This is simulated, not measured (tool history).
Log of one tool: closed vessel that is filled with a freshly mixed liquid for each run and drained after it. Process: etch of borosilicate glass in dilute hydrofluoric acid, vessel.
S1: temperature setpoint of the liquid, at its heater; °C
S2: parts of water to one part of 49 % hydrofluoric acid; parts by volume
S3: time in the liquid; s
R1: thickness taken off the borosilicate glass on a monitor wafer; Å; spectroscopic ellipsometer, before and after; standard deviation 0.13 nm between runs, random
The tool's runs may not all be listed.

run	hour	S1	S2	S3	R1
1	0	25	250	85	63.267
2	6.9	26	230	85	72.938
3	8.9	26	230	95	81.557
4	14.9	26	230	85	73.579
5	23.2	26	315	85	48.484
6	27.4	26.5	290	85	55.501
7	35.4	27	265	85	63.566
8	38.3	27.5	245	85	70.506
9	45.7	28	225	85	79.762
10	54.4	28.5	210	85	90.077
11	63.2	29	195	85	98.666
12	68.3	29.5	185	85	109.93
13	69.8	30	175	85	119.74
14	71.2	33	80	85	334.16
15	73.5	32	80	85	319.89
16	78.8	31	80	85	310.1

The next listed run, before its measurement:
17	82.5	31	80	85	?

R1: 305.32 Å
